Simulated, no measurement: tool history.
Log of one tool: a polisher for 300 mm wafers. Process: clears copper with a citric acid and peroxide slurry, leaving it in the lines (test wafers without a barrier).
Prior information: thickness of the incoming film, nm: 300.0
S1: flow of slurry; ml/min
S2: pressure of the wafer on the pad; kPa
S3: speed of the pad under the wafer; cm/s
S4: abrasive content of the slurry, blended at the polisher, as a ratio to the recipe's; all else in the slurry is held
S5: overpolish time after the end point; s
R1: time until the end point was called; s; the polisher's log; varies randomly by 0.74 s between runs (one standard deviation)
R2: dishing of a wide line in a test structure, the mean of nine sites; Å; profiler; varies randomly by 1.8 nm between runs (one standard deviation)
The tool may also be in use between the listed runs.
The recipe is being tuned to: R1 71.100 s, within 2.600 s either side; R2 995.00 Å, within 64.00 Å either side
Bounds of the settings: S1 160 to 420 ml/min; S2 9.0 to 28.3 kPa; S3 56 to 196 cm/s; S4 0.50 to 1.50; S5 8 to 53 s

| run | hour | S1 | S2 | S3 | S4 | S5 | R1 | R2 |
|---|---|---|---|---|---|---|---|---|
| 1 | 0.0 | 270 | 18.6 | 126 | 1.00 | 27 | 120.350 | 472.89 |
| 2 | 5.0 | 270 | 14.5 | 126 | 1.00 | 27 | 150.720 | 379.96 |
| 3 | 12.0 | 270 | 17.9 | 126 | 1.00 | 29 | 124.750 | 502.90 |
| 4 | 17.8 | 270 | 17.9 | 100 | 1.00 | 29 | 154.370 | 423.74 |
| 5 | 25.9 | 270 | 20.7 | 106 | 1.00 | 30 | 127.900 | 497.56 |
| 6 | 34.5 | 270 | 20.7 | 106 | 1.00 | 41 | 130.680 | 622.21 |
| 7 | 43.4 | 270 | 22.8 | 112 | 1.00 | 41 | 111.370 | 721.52 |
| 8 | 47.9 | 270 | 24.1 | 116 | 1.00 | 40 | 98.668 | 772.31 |
| 9 | 52.9 | 275 | 28.3 | 128 | 1.00 | 39 | 78.583 | 904.41 |
| 10 | 56.5 | 275 | 28.3 | 132 | 1.00 | 39 | 76.626 | 918.13 |

Below are 5 possible settings for the next run. Only one of them brings all results inside the allowed miss of their targets. Which is it?
| A | 60.1 | 315 | 28.3 | 146 | 0.85 | 41 | ? | ? |
| B | 60.1 | 225 | 28.3 | 168 | 0.80 | 37 | ? | ? |
| C | 60.1 | 270 | 27.6 | 136 | 1.10 | 32 | ? | ? |
| D | 60.1 | 275 | 25.5 | 138 | 1.10 | 43 | ? | ? |
| E | 60.1 | 330 | 27.6 | 120 | 1.05 | 40 | ? | ? |

| move | R1 | R2 |
|---|---|---|
| A | 72.778 | 967.38 |
| B | 67.343 | 951.97 |
| C | 74.799 | 804.77 |
| D | 79.456 | 930.49 |
| E | 83.843 | 867.23 |
A: all results in spec
B: pushes the last run's worst result past its target
C: further off than the last run
D: further off than the last run
E: further off than the last run
The move that meets every target is A.
